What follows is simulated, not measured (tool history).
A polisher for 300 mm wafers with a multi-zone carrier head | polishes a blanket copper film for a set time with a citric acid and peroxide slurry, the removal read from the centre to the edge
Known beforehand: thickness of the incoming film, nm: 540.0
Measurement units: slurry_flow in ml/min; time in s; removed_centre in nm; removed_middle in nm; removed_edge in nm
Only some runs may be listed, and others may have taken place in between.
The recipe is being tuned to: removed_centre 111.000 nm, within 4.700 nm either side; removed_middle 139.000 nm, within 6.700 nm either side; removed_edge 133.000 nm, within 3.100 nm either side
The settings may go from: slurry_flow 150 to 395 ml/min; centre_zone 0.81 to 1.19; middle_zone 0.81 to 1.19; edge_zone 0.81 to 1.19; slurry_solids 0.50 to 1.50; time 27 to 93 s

run 1 hour=0.0 | slurry_flow=250 centre_zone=1.00 middle_zone=1.00 edge_zone=1.00 slurry_solids=1.00 time=59 | removed_centre=113.720 removed_middle=108.660 removed_edge=112.300
run 2 hour=8.3 | slurry_flow=260 centre_zone=0.97 middle_zone=1.04 edge_zone=1.04 slurry_solids=1.05 time=59 | removed_centre=109.270 removed_middle=114.630 removed_edge=115.540
run 3 hour=11.7 | slurry_flow=270 centre_zone=0.96 middle_zone=1.07 edge_zone=1.07 slurry_solids=1.10 time=59 | removed_centre=110.350 removed_middle=119.180 removed_edge=119.420
run 4 hour=14.6 | slurry_flow=280 centre_zone=0.95 middle_zone=1.10 edge_zone=1.10 slurry_solids=1.15 time=59 | removed_centre=109.220 removed_middle=123.900 removed_edge=123.970
run 5 hour=19.1 | slurry_flow=290 centre_zone=0.95 middle_zone=1.12 edge_zone=1.11 slurry_solids=1.15 time=59 | removed_centre=111.840 removed_middle=124.450 removed_edge=122.520
run 6 hour=27.2 | slurry_flow=290 centre_zone=0.95 middle_zone=1.12 edge_zone=1.11 slurry_solids=1.15 time=45 | removed_centre=85.399 removed_middle=94.869 removed_edge=93.208
run 7 hour=28.5 | slurry_flow=290 centre_zone=0.94 middle_zone=1.13 edge_zone=1.12 slurry_solids=1.25 time=49 | removed_centre=92.276 removed_middle=105.810 removed_edge=104.500
run 8 hour=32.2 | slurry_flow=290 centre_zone=0.93 middle_zone=1.14 edge_zone=1.12 slurry_solids=1.30 time=51 | removed_centre=98.400 removed_middle=112.350 removed_edge=109.260
run 9 hour=38.4 | slurry_flow=315 centre_zone=0.83 middle_zone=1.19 edge_zone=1.19 slurry_solids=1.50 time=59 | removed_centre=104.530 removed_middle=141.180 removed_edge=137.280
run 10 hour=42.0 | slurry_flow=315 centre_zone=0.85 middle_zone=1.19 edge_zone=1.18 slurry_solids=1.50 time=59 | removed_centre=106.540 removed_middle=137.770 removed_edge=136.170

Exactly one of the 5 candidate moves below puts every result within its allowed miss. Which one?
run A hour=45.6 | slurry_flow=260 centre_zone=0.88 middle_zone=1.09 edge_zone=1.19 slurry_solids=1.45 time=62 | removed_centre=? removed_middle=? removed_edge=?
run B hour=45.6 | slurry_flow=325 centre_zone=0.81 middle_zone=1.18 edge_zone=1.18 slurry_solids=1.45 time=60 | removed_centre=? removed_middle=? removed_edge=?
run C hour=45.6 | slurry_flow=245 centre_zone=0.88 middle_zone=1.17 edge_zone=1.10 slurry_solids=1.50 time=61 | removed_centre=? removed_middle=? removed_edge=?
run D hour=45.6 | slurry_flow=330 centre_zone=0.86 middle_zone=1.17 edge_zone=1.18 slurry_solids=1.45 time=61 | removed_centre=? removed_middle=? removed_edge=?
run E hour=45.6 | slurry_flow=395 centre_zone=0.84 middle_zone=1.19 edge_zone=0.94 slurry_solids=1.25 time=63 | removed_centre=? removed_middle=? removed_edge=?

move=A removed_centre=113.020 removed_middle=130.070 removed_edge=140.020
move=B removed_centre=103.350 removed_middle=135.380 removed_edge=137.310
move=C removed_centre=111.210 removed_middle=133.680 removed_edge=132.510
move=D removed_centre=111.800 removed_middle=137.070 removed_edge=139.770
move=E removed_centre=110.700 removed_middle=140.300 removed_edge=125.960
A: misses by more than the last run did
B: misses by more than the last run did
C: hits every target within its allowed miss
D: misses by more than the last run did
E: takes the biggest miss from the last run beyond its target
Correct choice: C, which meets every target

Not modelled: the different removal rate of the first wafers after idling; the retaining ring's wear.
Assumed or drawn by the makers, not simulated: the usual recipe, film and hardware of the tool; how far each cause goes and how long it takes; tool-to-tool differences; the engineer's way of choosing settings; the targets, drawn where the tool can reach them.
